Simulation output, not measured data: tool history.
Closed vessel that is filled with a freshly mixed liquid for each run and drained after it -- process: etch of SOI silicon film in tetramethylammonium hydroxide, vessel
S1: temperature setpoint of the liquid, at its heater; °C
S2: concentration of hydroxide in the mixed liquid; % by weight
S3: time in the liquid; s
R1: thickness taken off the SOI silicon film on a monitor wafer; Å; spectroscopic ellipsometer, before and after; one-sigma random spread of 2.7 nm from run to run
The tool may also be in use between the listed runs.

run	day	S1	S2	S3	R1
1	0.000	73.0	19.0	100	7754.5
2	0.242	73.0	19.0	100	7750.6
3	0.458	73.0	19.0	105	8160.9
4	0.479	73.0	15.5	105	8719.7
5	0.633	70.5	15.5	105	7573.6
6	0.700	69.0	15.5	105	6927.6
7	0.871	67.5	15.5	105	6394.4

Run 8 comes next. What will it give?
8	1.192	66.5	15.5	105	?

R1: 6039.8 Å
